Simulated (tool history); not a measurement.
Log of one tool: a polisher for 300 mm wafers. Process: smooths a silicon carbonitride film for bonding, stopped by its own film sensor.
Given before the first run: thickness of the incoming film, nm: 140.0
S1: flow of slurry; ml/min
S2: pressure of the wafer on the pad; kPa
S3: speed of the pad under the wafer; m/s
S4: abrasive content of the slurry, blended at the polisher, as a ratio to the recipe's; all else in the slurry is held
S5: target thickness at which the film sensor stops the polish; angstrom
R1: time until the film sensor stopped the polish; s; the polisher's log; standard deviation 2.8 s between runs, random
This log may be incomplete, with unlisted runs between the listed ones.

run,hour,S1,S2,S3,S4,S5,R1
1,0.0,250,9.0,1.12,1.0,1080,159.96
2,0.8,220,9.0,1.12,1.0,1080,161.30
3,7.3,240,9.0,1.12,1.0,1080,162.86
4,10.7,240,7.6,1.12,1.0,1080,192.30
5,17.3,240,5.5,1.12,1.0,1080,246.23
6,25.6,240,4.8,1.12,1.0,1080,278.48
7,32.7,240,5.5,1.12,1.0,1080,250.14

Expected results for the next run?
8,37.5,240,4.8,1.12,1.0,1080,?

R1: 275.33 s

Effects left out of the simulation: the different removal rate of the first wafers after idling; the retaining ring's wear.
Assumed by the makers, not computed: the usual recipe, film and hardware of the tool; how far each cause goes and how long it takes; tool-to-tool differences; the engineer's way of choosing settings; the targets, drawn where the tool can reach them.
